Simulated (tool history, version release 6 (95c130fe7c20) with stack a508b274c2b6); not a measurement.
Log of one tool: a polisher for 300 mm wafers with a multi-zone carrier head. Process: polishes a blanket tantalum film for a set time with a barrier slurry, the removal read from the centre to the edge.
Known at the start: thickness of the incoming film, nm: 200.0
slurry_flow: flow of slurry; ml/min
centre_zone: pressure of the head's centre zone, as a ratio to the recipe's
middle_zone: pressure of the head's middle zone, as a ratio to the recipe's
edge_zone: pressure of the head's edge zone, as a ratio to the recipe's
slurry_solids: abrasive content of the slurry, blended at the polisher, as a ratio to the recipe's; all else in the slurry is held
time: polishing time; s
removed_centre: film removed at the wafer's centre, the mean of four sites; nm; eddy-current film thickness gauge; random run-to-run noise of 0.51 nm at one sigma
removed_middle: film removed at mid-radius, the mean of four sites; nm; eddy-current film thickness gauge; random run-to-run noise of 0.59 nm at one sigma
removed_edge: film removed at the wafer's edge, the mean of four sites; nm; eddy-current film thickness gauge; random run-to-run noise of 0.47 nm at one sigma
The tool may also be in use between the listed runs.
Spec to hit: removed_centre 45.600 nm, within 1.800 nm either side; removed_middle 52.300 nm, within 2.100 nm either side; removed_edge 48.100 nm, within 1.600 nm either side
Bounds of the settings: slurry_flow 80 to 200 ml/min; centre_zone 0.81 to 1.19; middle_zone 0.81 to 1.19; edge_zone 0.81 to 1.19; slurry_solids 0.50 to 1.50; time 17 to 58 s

{"run": 1, "hour": 0.0, "slurry_flow": 130, "centre_zone": 1.0, "middle_zone": 1.0, "edge_zone": 1.0, "slurry_solids": 1.0, "time": 37, "removed_centre": 33.86, "removed_middle": 33.805, "removed_edge": 33.92}
{"run": 2, "hour": 2.6, "slurry_flow": 130, "centre_zone": 1.0, "middle_zone": 1.0, "edge_zone": 1.0, "slurry_solids": 0.9, "time": 37, "removed_centre": 32.572, "removed_middle": 32.678, "removed_edge": 31.903}
{"run": 3, "hour": 5.9, "slurry_flow": 145, "centre_zone": 1.0, "middle_zone": 1.06, "edge_zone": 1.02, "slurry_solids": 1.1, "time": 37, "removed_centre": 35.884, "removed_middle": 36.898, "removed_edge": 36.117}
{"run": 4, "hour": 7.6, "slurry_flow": 145, "centre_zone": 1.0, "middle_zone": 1.06, "edge_zone": 0.95, "slurry_solids": 1.1, "time": 37, "removed_centre": 36.296, "removed_middle": 37.979, "removed_edge": 35.16}
{"run": 5, "hour": 12.0, "slurry_flow": 145, "centre_zone": 1.0, "middle_zone": 1.06, "edge_zone": 0.95, "slurry_solids": 1.1, "time": 32, "removed_centre": 31.128, "removed_middle": 33.375, "removed_edge": 30.328}
{"run": 6, "hour": 19.5, "slurry_flow": 145, "centre_zone": 1.0, "middle_zone": 1.06, "edge_zone": 0.95, "slurry_solids": 0.9, "time": 32, "removed_centre": 29.535, "removed_middle": 30.159, "removed_edge": 28.343}
{"run": 7, "hour": 27.6, "slurry_flow": 150, "centre_zone": 0.99, "middle_zone": 1.08, "edge_zone": 0.98, "slurry_solids": 1.1, "time": 35, "removed_centre": 33.733, "removed_middle": 36.866, "removed_edge": 33.174}
{"run": 8, "hour": 34.2, "slurry_flow": 150, "centre_zone": 0.99, "middle_zone": 1.09, "edge_zone": 1.02, "slurry_solids": 1.25, "time": 37, "removed_centre": 37.224, "removed_middle": 41.033, "removed_edge": 38.254}
{"run": 9, "hour": 36.5, "slurry_flow": 185, "centre_zone": 1.03, "middle_zone": 1.19, "edge_zone": 1.12, "slurry_solids": 1.5, "time": 38, "removed_centre": 43.772, "removed_middle": 48.448, "removed_edge": 43.845}

Exercise: of the 4 proposed moves below, exactly one satisfies all targets within the stated allowed misses. Which move is it?
{"run": "A", "hour": 38.8, "slurry_flow": 190, "centre_zone": 1.02, "middle_zone": 1.19, "edge_zone": 1.11, "slurry_solids": 1.5, "time": 37, "removed_centre": "?", "removed_middle": "?", "removed_edge": "?"}
{"run": "B", "hour": 38.8, "slurry_flow": 180, "centre_zone": 1.12, "middle_zone": 1.19, "edge_zone": 0.99, "slurry_solids": 1.4, "time": 38, "removed_centre": "?", "removed_middle": "?", "removed_edge": "?"}
{"run": "C", "hour": 38.8, "slurry_flow": 160, "centre_zone": 0.98, "middle_zone": 1.17, "edge_zone": 1.12, "slurry_solids": 1.45, "time": 43, "removed_centre": "?", "removed_middle": "?", "removed_edge": "?"}
{"run": "D", "hour": 38.8, "slurry_flow": 195, "centre_zone": 1.08, "middle_zone": 1.0, "edge_zone": 1.19, "slurry_solids": 1.5, "time": 39, "removed_centre": "?", "removed_middle": "?", "removed_edge": "?"}

move=A removed_centre=42.707 removed_middle=48.018 removed_edge=42.473
move=B removed_centre=45.959 removed_middle=48.071 removed_edge=40.283
move=C removed_centre=46.176 removed_middle=52.975 removed_edge=48.150
move=D removed_centre=47.213 removed_middle=43.776 removed_edge=46.663
A: lands further from the targets than the last run did
B: lands further from the targets than the last run did
C: all results land within tolerance of their targets
D: corrects the largest miss of the last run, while another result sits out of spec
The move that meets every target is C.
